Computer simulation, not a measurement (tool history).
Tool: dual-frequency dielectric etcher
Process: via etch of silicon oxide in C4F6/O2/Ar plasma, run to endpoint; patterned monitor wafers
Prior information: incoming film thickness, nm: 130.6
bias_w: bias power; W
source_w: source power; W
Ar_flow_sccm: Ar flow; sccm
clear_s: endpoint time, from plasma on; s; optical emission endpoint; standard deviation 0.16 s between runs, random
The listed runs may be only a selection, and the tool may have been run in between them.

run 1 hour=0 | bias_w=573 source_w=280 Ar_flow_sccm=313 | clear_s=29.167
run 2 hour=3.9 | bias_w=573 source_w=300 Ar_flow_sccm=313 | clear_s=28.784
run 3 hour=11.1 | bias_w=485 source_w=300 Ar_flow_sccm=313 | clear_s=30.338
run 4 hour=18.2 | bias_w=586 source_w=300 Ar_flow_sccm=313 | clear_s=28.536
run 5 hour=19 | bias_w=586 source_w=260 Ar_flow_sccm=313 | clear_s=29.95
run 6 hour=25.5 | bias_w=636 source_w=270 Ar_flow_sccm=309 | clear_s=29.023
run 7 hour=30.8 | bias_w=673 source_w=290 Ar_flow_sccm=305 | clear_s=27.012
run 8 hour=37 | bias_w=697 source_w=290 Ar_flow_sccm=304 | clear_s=26.708
run 9 hour=43.5 | bias_w=718 source_w=290 Ar_flow_sccm=303 | clear_s=26.059

What does the tool deliver on the next run?
run 10 hour=52.5 | bias_w=730 source_w=290 Ar_flow_sccm=303 | clear_s=?

clear_s: 26.465 s
